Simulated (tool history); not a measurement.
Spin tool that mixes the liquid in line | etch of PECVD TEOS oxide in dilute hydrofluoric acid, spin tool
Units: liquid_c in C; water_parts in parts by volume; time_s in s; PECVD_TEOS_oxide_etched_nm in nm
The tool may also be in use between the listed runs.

run 1 hour=0.0 | liquid_c=25.0 water_parts=165 time_s=15 | PECVD_TEOS_oxide_etched_nm=2.4851
run 2 hour=7.2 | liquid_c=22.0 water_parts=165 time_s=15 | PECVD_TEOS_oxide_etched_nm=2.1995
run 3 hour=8.9 | liquid_c=22.0 water_parts=205 time_s=15 | PECVD_TEOS_oxide_etched_nm=1.6917
run 4 hour=14.2 | liquid_c=25.5 water_parts=165 time_s=15 | PECVD_TEOS_oxide_etched_nm=2.5014
run 5 hour=20.4 | liquid_c=28.0 water_parts=165 time_s=15 | PECVD_TEOS_oxide_etched_nm=2.7376
run 6 hour=23.2 | liquid_c=25.5 water_parts=165 time_s=15 | PECVD_TEOS_oxide_etched_nm=2.5351
run 7 hour=29.2 | liquid_c=27.5 water_parts=140 time_s=15 | PECVD_TEOS_oxide_etched_nm=3.2696

The next listed run, before its measurement:
run 8 hour=34.3 | liquid_c=29.0 water_parts=125 time_s=15 | PECVD_TEOS_oxide_etched_nm=?

{"run 8": {"PECVD_TEOS_oxide_etched_nm": 3.9698}}
